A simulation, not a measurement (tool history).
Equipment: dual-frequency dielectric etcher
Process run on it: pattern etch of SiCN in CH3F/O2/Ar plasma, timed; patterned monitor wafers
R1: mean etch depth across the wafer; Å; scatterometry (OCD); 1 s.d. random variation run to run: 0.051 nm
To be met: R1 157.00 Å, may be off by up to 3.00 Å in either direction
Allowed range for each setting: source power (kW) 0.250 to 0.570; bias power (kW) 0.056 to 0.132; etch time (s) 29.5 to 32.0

{"run": 1, "hour": 0.0, "source power (kW)": 0.41, "bias power (kW)": 0.094, "etch time (s)": 32.0, "R1": 125.06}
{"run": 2, "hour": 4.2, "source power (kW)": 0.36, "bias power (kW)": 0.094, "etch time (s)": 32.0, "R1": 117.66}
{"run": 3, "hour": 11.0, "source power (kW)": 0.42, "bias power (kW)": 0.099, "etch time (s)": 32.0, "R1": 128.88}
{"run": 4, "hour": 11.8, "source power (kW)": 0.42, "bias power (kW)": 0.099, "etch time (s)": 29.5, "R1": 118.21}
{"run": 5, "hour": 16.4, "source power (kW)": 0.46, "bias power (kW)": 0.109, "etch time (s)": 30.0, "R1": 129.99}
{"run": 6, "hour": 17.0, "source power (kW)": 0.41, "bias power (kW)": 0.109, "etch time (s)": 30.0, "R1": 123.65}
{"run": 7, "hour": 22.7, "source power (kW)": 0.45, "bias power (kW)": 0.116, "etch time (s)": 30.5, "R1": 134.23}
{"run": 8, "hour": 26.4, "source power (kW)": 0.48, "bias power (kW)": 0.12, "etch time (s)": 30.5, "R1": 139.9}
{"run": 9, "hour": 31.2, "source power (kW)": 0.5, "bias power (kW)": 0.123, "etch time (s)": 30.5, "R1": 143.41}
{"run": 10, "hour": 38.2, "source power (kW)": 0.52, "bias power (kW)": 0.126, "etch time (s)": 30.5, "R1": 147.48}
{"run": 11, "hour": 42.0, "source power (kW)": 0.53, "bias power (kW)": 0.128, "etch time (s)": 30.5, "R1": 149.03}
{"run": 12, "hour": 46.4, "source power (kW)": 0.54, "bias power (kW)": 0.129, "etch time (s)": 30.5, "R1": 150.19}
{"run": 13, "hour": 47.8, "source power (kW)": 0.55, "bias power (kW)": 0.13, "etch time (s)": 30.5, "R1": 152.65}
{"run": 14, "hour": 56.4, "source power (kW)": 0.55, "bias power (kW)": 0.13, "etch time (s)": 30.5, "R1": 153.18}

Pick the move, out of 4, that brings all results within their allowed miss; only one does.
{"run": "A", "hour": 65.0, "source power (kW)": 0.56, "bias power (kW)": 0.126, "etch time (s)": 30.0, "R1": "?"}
{"run": "B", "hour": 65.0, "source power (kW)": 0.55, "bias power (kW)": 0.129, "etch time (s)": 30.0, "R1": "?"}
{"run": "C", "hour": 65.0, "source power (kW)": 0.56, "bias power (kW)": 0.13, "etch time (s)": 29.5, "R1": "?"}
{"run": "D", "hour": 65.0, "source power (kW)": 0.57, "bias power (kW)": 0.122, "etch time (s)": 31.5, "R1": "?"}

move=A R1=149.75
move=B R1=149.85
move=C R1=148.90
move=D R1=156.62
A: further off than the last run
B: further off than the last run
C: further off than the last run
D: all results in spec
D meets every target.
